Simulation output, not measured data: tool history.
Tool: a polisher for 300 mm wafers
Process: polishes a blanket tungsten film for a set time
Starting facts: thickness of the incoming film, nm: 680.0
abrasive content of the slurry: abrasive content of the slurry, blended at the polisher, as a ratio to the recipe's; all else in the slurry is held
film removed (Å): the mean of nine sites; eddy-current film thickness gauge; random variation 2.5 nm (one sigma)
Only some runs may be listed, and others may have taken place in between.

| run | hour | flow of slurry (ml/min) | pressure of the wafer on the pad (psi) | speed of the pad under the wafer (m/s) | abrasive content of the slurry | polishing time (s) | film removed (Å) |
|---|---|---|---|---|---|---|---|
| 1 | 0.0 | 285 | 4.3 | 0.88 | 1.00 | 66 | 3010.0 |
| 2 | 3.6 | 285 | 3.9 | 0.88 | 1.00 | 66 | 2787.8 |
| 3 | 12.5 | 285 | 3.9 | 0.88 | 1.00 | 66 | 2738.8 |
| 4 | 21.3 | 285 | 4.6 | 0.88 | 1.00 | 66 | 3158.7 |
|  | 27.9 | slurry blender recalibrated |
| 5 | 27.9 | 285 | 4.1 | 0.86 | 1.00 | 66 | 3166.3 |
| 6 | 33.8 | 275 | 3.7 | 0.96 | 0.95 | 66 | 3120.9 |
| 7 | 38.0 | 275 | 3.4 | 0.92 | 0.95 | 66 | 2885.9 |

Run 8 is up next; what results do you expect?
| 8 | 43.1 | 265 | 2.2 | 0.68 | 0.90 | 66 | ? |

For run 8 the tool returned film removed (Å) 1608.8.
